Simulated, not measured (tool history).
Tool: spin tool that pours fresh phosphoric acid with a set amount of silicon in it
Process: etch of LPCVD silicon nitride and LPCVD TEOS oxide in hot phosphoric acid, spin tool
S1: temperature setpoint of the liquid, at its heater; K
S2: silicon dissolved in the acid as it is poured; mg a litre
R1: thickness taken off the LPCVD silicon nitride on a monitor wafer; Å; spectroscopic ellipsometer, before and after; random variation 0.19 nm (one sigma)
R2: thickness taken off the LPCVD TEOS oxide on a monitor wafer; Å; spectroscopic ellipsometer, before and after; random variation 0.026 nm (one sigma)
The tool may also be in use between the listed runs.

{"run": 1, "day": 0.0, "S1": 435.15, "S2": 16.5, "time under the liquid (s)": 180, "R1": 174.15, "R2": 5.8393}
{"run": 2, "day": 0.108, "S1": 435.15, "S2": 16.5, "time under the liquid (s)": 100, "R1": 97.187, "R2": 3.1203}
{"run": 3, "day": 0.358, "S1": 435.15, "S2": 8.5, "time under the liquid (s)": 100, "R1": 96.673, "R2": 4.0601}
{"run": 4, "day": 0.4, "S1": 436.15, "S2": 15.5, "time under the liquid (s)": 140, "R1": 140.89, "R2": 4.7387}
{"run": 5, "day": 0.638, "S1": 437.15, "S2": 15.5, "time under the liquid (s)": 140, "R1": 145.27, "R2": 4.9889}
{"run": 6, "day": 0.829, "S1": 439.15, "S2": 15.5, "time under the liquid (s)": 140, "R1": 156.6, "R2": 5.67}
{"run": 7, "day": 0.896, "S1": 439.15, "S2": 20, "time under the liquid (s)": 165, "R1": 181.15, "R2": 6.5687}
{"run": 8, "day": 0.917, "S1": 438.15, "S2": 25, "time under the liquid (s)": 195, "R1": 209.68, "R2": 6.2757}
{"run": 9, "day": 1.117, "S1": 438.65, "S2": 28.5, "time under the liquid (s)": 210, "R1": 226.06, "R2": 5.8802}
{"run": 10, "day": 1.258, "S1": 438.65, "S2": 29.5, "time under the liquid (s)": 220, "R1": 238.82, "R2": 5.8063}
{"run": 11, "day": 1.571, "S1": 438.65, "S2": 30, "time under the liquid (s)": 230, "R1": 250.25, "R2": 6.525}
{"run": 12, "day": 1.85, "S1": 439.15, "S2": 31.5, "time under the liquid (s)": 235, "R1": 258.74, "R2": 5.813}

Run 13 comes next. What will it give?
{"run": 13, "day": 2.017, "S1": 439.15, "S2": 31, "time under the liquid (s)": 240, "R1": "?", "R2": "?"}

{"run 13": {"R1": 265.32, "R2": 6.3677}}

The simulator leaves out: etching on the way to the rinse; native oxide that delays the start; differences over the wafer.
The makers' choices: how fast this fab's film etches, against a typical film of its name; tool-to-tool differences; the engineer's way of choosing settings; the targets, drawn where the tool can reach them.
